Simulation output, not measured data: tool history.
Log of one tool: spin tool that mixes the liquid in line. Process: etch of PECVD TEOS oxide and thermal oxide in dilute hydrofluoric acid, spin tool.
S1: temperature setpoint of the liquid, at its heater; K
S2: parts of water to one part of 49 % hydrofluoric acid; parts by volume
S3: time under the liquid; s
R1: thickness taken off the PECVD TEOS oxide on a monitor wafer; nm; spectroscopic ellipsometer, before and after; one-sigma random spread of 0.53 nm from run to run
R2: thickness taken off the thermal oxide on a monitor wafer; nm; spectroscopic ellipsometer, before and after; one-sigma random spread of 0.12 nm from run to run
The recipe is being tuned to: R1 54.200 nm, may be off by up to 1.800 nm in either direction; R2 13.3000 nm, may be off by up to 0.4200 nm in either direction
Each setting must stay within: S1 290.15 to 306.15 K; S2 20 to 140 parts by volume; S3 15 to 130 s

run,hour,S1,S2,S3,R1,R2
1,0.0,298.15,75,65,21.918,5.4312
2,2.0,295.15,75,65,18.934,4.7723
3,7.4,297.65,65,65,24.611,6.0111
4,12.5,299.15,55,65,31.730,7.7715
5,17.8,299.15,55,80,38.603,9.4683
6,19.4,300.65,55,80,40.960,10.2560
7,24.1,300.65,55,80,41.113,10.1330
# hour 31.6: thermometer replaced
8,31.6,304.65,50,80,48.538,12.2410
9,36.2,304.15,40,80,61.921,15.1370
10,43.5,303.15,40,80,59.094,14.3390
11,44.7,302.65,40,80,57.718,14.4130
12,45.4,302.65,40,80,57.860,14.3450

Exercise: of the 5 proposed moves below, exactly one satisfies all targets within the stated allowed misses. Which move is it?
A,46.1,301.15,45,90,?,?
B,46.1,303.15,60,105,?,?
C,46.1,303.65,30,60,?,?
D,46.1,301.65,35,80,?,?
E,46.1,304.15,60,100,?,?

move,R1,R2
A,54.309,13.5350
B,50.283,12.5320
C,61.413,15.3050
D,64.278,16.0190
E,49.779,12.4060
A: hits every target within its allowed miss
B: takes the biggest miss from the last run beyond its target
C: moves away from the targets compared with the last run
D: moves away from the targets compared with the last run
E: takes the biggest miss from the last run beyond its target
Move A is the one to make.
